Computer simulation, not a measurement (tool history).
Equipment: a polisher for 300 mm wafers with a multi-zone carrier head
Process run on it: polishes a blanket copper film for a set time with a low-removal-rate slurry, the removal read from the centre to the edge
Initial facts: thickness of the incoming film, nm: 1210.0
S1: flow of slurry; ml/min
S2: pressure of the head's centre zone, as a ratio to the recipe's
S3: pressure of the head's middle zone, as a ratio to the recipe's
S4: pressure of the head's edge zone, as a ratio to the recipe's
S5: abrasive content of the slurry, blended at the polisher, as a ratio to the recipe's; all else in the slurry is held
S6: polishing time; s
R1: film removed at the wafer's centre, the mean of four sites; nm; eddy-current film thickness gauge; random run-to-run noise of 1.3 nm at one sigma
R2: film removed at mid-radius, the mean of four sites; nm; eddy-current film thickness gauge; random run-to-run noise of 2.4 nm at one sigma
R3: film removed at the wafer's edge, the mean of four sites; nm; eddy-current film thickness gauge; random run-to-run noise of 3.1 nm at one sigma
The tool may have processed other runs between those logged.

run  hour   S1    S2  S3  S4    S5  S6      R1      R2      R3
  1     0  265     1   1   1     1  52  168.21   170.1  172.22
  2   8.2  265  0.92   1   1     1  52   156.4  170.08  172.35
  3  11.4  265  0.88   1   1     1  52  149.85  172.21  172.28
  4  12.8  315  0.88   1   1     1  52  151.75  175.81  175.18
  5  20.2  315  0.88   1   1     1  41  120.11  136.91  141.15
  6  26.5  315  0.88   1   1  1.15  41     123   138.7  139.82

Expected results for the next run?
  7  27.2  290  0.83  1.1  1.1  1.35  55   ?   ?   ?

{"run 7": {"R1": 158.93, "R2": 211.37, "R3": 199.34}}
